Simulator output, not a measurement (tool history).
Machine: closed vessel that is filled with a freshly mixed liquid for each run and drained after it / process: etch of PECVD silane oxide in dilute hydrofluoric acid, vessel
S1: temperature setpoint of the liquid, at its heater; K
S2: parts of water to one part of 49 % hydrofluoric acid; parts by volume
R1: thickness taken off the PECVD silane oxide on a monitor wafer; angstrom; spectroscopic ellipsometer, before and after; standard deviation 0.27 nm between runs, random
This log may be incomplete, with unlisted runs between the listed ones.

{"run": 1, "hour": 0.0, "S1": 299.15, "S2": 55, "time in the liquid (s)": 85, "R1": 262.58}
{"run": 2, "hour": 2.7, "S1": 300.15, "S2": 55, "time in the liquid (s)": 85, "R1": 272.32}
{"run": 3, "hour": 4.9, "S1": 300.15, "S2": 65, "time in the liquid (s)": 85, "R1": 225.92}
{"run": 4, "hour": 13.9, "S1": 300.65, "S2": 60, "time in the liquid (s)": 85, "R1": 251.65}
{"run": 5, "hour": 22.5, "S1": 301.15, "S2": 60, "time in the liquid (s)": 85, "R1": 255.78}
{"run": 6, "hour": 25.3, "S1": 301.15, "S2": 60, "time in the liquid (s)": 95, "R1": 287.92}

Run 7 is up next; what results do you expect?
{"run": 7, "hour": 34.6, "S1": 301.65, "S2": 60, "time in the liquid (s)": 95, "R1": "?"}

{"run 7": {"R1": 294.4}}

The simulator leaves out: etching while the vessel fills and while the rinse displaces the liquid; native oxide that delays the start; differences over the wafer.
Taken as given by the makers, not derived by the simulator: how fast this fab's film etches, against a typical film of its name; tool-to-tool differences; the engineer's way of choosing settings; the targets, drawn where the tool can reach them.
